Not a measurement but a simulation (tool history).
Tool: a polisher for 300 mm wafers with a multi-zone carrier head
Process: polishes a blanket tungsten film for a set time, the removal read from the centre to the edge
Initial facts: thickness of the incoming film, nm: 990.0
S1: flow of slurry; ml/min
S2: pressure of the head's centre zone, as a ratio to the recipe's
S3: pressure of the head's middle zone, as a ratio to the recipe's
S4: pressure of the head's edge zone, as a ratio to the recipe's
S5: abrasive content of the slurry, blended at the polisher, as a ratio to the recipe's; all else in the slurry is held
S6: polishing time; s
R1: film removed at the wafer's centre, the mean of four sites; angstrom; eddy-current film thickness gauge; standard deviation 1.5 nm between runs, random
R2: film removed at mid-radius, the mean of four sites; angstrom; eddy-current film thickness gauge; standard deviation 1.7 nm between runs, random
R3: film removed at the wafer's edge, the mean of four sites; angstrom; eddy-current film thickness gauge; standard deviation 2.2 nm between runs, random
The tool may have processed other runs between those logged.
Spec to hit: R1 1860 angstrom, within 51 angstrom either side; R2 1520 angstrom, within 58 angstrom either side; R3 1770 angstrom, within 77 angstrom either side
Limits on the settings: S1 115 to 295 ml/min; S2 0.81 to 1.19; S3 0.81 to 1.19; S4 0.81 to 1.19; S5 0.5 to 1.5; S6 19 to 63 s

Run 1, hour 0: S1 190 ml/min, S2 1, S3 1, S4 1, S5 1, S6 41 s. Result: R1 2273.7 angstrom, R2 2356 angstrom, R3 2326.4 angstrom.
Run 2, hour 4.3: S1 190 ml/min, S2 1, S3 1, S4 1, S5 1.15, S6 41 s. Result: R1 2345.7 angstrom, R2 2406.3 angstrom, R3 2386.7 angstrom.
Run 3, hour 4.9: S1 190 ml/min, S2 1, S3 1, S4 1, S5 1.15, S6 37 s. Result: R1 2114.3 angstrom, R2 2189.1 angstrom, R3 2137.2 angstrom.
Run 4, hour 5.6: S1 190 ml/min, S2 1, S3 0.97, S4 1, S5 1.15, S6 37 s. Result: R1 2124.7 angstrom, R2 2093.7 angstrom, R3 2125.7 angstrom.
Run 5, hour 8.3: S1 185 ml/min, S2 1, S3 0.94, S4 0.99, S5 1.1, S6 37 s. Result: R1 2103.4 angstrom, R2 2031.8 angstrom, R3 2137.4 angstrom.
Run 6, hour 11.6: S1 185 ml/min, S2 1, S3 0.94, S4 0.92, S5 1.1, S6 37 s. Result: R1 2073.1 angstrom, R2 2061.9 angstrom, R3 2011.7 angstrom.
Run 7, hour 19: S1 180 ml/min, S2 1.01, S3 0.91, S4 0.93, S5 1, S6 36 s. Result: R1 1985.6 angstrom, R2 1882.1 angstrom, R3 1914.2 angstrom.
Run 8, hour 26.2: S1 175 ml/min, S2 1.02, S3 0.89, S4 0.94, S5 0.95, S6 36 s. Result: R1 1962 angstrom, R2 1827.5 angstrom, R3 1910.6 angstrom.
Run 9, hour 31.3: S1 170 ml/min, S2 1.03, S3 0.87, S4 0.95, S5 0.9, S6 36 s. Result: R1 1934.8 angstrom, R2 1756.3 angstrom, R3 1877.2 angstrom.
Run 10, hour 36.8: S1 165 ml/min, S2 1.04, S3 0.86, S4 0.96, S5 0.85, S6 36 s. Result: R1 1963.6 angstrom, R2 1759.5 angstrom, R3 1888.9 angstrom.
Run 11, hour 41.3: S1 165 ml/min, S2 1.05, S3 0.85, S4 0.98, S5 0.8, S6 35 s. Result: R1 1874.8 angstrom, R2 1615.3 angstrom, R3 1850.4 angstrom.
Run 12, hour 42.3: S1 165 ml/min, S2 1.06, S3 0.84, S4 0.97, S5 0.8, S6 35 s. Result: R1 1899.4 angstrom, R2 1590.3 angstrom, R3 1803 angstrom.
Run 13, hour 49.5: S1 165 ml/min, S2 1.06, S3 0.83, S4 0.97, S5 0.8, S6 35 s. Result: R1 1908.2 angstrom, R2 1584.7 angstrom, R3 1828.4 angstrom.
Run 14, hour 54.2: S1 160 ml/min, S2 1.06, S3 0.83, S4 0.97, S5 0.8, S6 35 s. Result: R1 1891.1 angstrom, R2 1586.9 angstrom, R3 1862.5 angstrom.

Which of these 5 next moves meets every target?
Run A, hour 58.9: S1 115 ml/min, S2 1.02, S3 0.85, S4 0.91, S5 0.75, S6 40 s. Result: R1 ?, R2 ?, R3 ?.
Run B, hour 58.9: S1 175 ml/min, S2 1.09, S3 0.84, S4 1.02, S5 1, S6 31 s. Result: R1 ?, R2 ?, R3 ?.
Run C, hour 58.9: S1 165 ml/min, S2 1.16, S3 0.81, S4 1.1, S5 0.65, S6 35 s. Result: R1 ?, R2 ?, R3 ?.
Run D, hour 58.9: S1 155 ml/min, S2 1.14, S3 0.81, S4 0.96, S5 0.9, S6 33 s. Result: R1 ?, R2 ?, R3 ?.
Run E, hour 58.9: S1 155 ml/min, S2 1.05, S3 0.92, S4 0.98, S5 0.8, S6 34 s. Result: R1 ?, R2 ?, R3 ?.

move      R1      R2      R3
   A  1902.5  1736.3  1911.1
   B  1858.5  1552.5    1777
   C  2006.7  1529.9  1879.6
   D  1971.5  1532.2  1766.1
   E  1822.6  1708.4  1787.2
A: moves away from the targets compared with the last run
B: every result lands within tolerance
C: moves away from the targets compared with the last run
D: brings the last run's worst result on target, with another outside its allowed miss
E: brings the last run's worst result on target, with another outside its allowed miss
Correct choice: B, which meets every target
